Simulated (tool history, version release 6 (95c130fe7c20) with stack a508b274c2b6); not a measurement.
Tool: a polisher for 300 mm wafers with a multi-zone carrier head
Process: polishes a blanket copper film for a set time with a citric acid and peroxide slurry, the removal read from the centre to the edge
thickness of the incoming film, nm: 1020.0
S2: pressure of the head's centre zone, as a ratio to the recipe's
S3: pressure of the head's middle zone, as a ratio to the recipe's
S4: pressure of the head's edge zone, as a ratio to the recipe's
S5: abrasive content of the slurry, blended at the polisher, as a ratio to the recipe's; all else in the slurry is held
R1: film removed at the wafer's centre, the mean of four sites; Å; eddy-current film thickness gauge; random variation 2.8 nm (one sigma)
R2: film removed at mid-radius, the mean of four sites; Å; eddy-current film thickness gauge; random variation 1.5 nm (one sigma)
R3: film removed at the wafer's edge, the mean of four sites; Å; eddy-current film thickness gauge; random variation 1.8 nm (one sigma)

{"run": 1, "hour": 0.0, "flow of slurry (ml/min)": 275, "S2": 1, "S3": 1, "S4": 1, "S5": 1, "polishing time (s)": 82, "R1": 1838, "R2": 1895.7, "R3": 1832.2}
{"run": 2, "hour": 7.4, "flow of slurry (ml/min)": 275, "S2": 0.94, "S3": 1, "S4": 1, "S5": 1, "polishing time (s)": 82, "R1": 1796.8, "R2": 1872.3, "R3": 1845.9}
{"run": 3, "hour": 16.2, "flow of slurry (ml/min)": 275, "S2": 0.94, "S3": 0.93, "S4": 1, "S5": 1, "polishing time (s)": 82, "R1": 1790.5, "R2": 1811.6, "R3": 1841.5}
{"run": 4, "hour": 23.3, "flow of slurry (ml/min)": 275, "S2": 0.96, "S3": 0.93, "S4": 0.98, "S5": 1, "polishing time (s)": 82, "R1": 1803.4, "R2": 1805.5, "R3": 1826}
{"run": 5, "hour": 24.5, "flow of slurry (ml/min)": 275, "S2": 0.96, "S3": 0.93, "S4": 1.05, "S5": 1, "polishing time (s)": 82, "R1": 1738.1, "R2": 1813.8, "R3": 1905.2}
{"run": 6, "hour": 29.7, "flow of slurry (ml/min)": 275, "S2": 0.97, "S3": 0.93, "S4": 1.02, "S5": 1, "polishing time (s)": 82, "R1": 1822.5, "R2": 1816.3, "R3": 1839.8}
{"run": 7, "hour": 38.5, "flow of slurry (ml/min)": 275, "S2": 0.98, "S3": 0.93, "S4": 1, "S5": 1, "polishing time (s)": 82, "R1": 1852.1, "R2": 1836.1, "R3": 1866.5}
{"run": 8, "hour": 45.9, "flow of slurry (ml/min)": 275, "S2": 0.99, "S3": 0.93, "S4": 0.98, "S5": 0.95, "polishing time (s)": 82, "R1": 1848.4, "R2": 1803.7, "R3": 1823.1}
{"run": 9, "hour": 47.1, "flow of slurry (ml/min)": 275, "S2": 1, "S3": 0.94, "S4": 0.96, "S5": 0.95, "polishing time (s)": 81, "R1": 1846.3, "R2": 1801.9, "R3": 1743.1}

The next listed run, before its measurement:
{"run": 10, "hour": 55.2, "flow of slurry (ml/min)": 265, "S2": 1.09, "S3": 0.92, "S4": 0.86, "S5": 0.85, "polishing time (s)": 80, "R1": "?", "R2": "?", "R3": "?"}

Run 10 gave R1 1969.2 Å, R2 1723 Å, R3 1645.2 Å.
